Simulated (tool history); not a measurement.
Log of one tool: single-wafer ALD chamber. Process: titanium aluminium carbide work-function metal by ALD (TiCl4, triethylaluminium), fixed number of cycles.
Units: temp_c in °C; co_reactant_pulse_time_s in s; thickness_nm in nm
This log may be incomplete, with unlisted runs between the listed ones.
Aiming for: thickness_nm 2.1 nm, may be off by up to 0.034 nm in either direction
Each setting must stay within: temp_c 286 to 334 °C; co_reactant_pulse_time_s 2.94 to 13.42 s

run	hour	temp_c	co_reactant_pulse_time_s	thickness_nm
1	0	310	8.18	1.9231
2	6.6	313	8.33	1.9589
3	9.3	313	6.27	1.7775
4	9.9	315	6.68	1.8367
5	15.6	317	6.97	1.8966
6	23.3	319	7.02	1.9152
7	23.9	321	7.09	1.9438
8	28.1	333	8.32	2.1421

Next run, 4 choices. One meets every target within its allowed miss, the rest don't. Which?
A	32.3	330	7.27	?
B	32.3	327	7.11	?
C	32.3	334	7.69	?
D	32.3	332	7.07	?

move	thickness_nm
A	2.0349
B	1.9924
C	2.1078
D	2.0329
A: pushes the last run's worst result past its target
B: pushes the last run's worst result past its target
C: hits every target within its allowed miss
D: pushes the last run's worst result past its target
The right move is C.
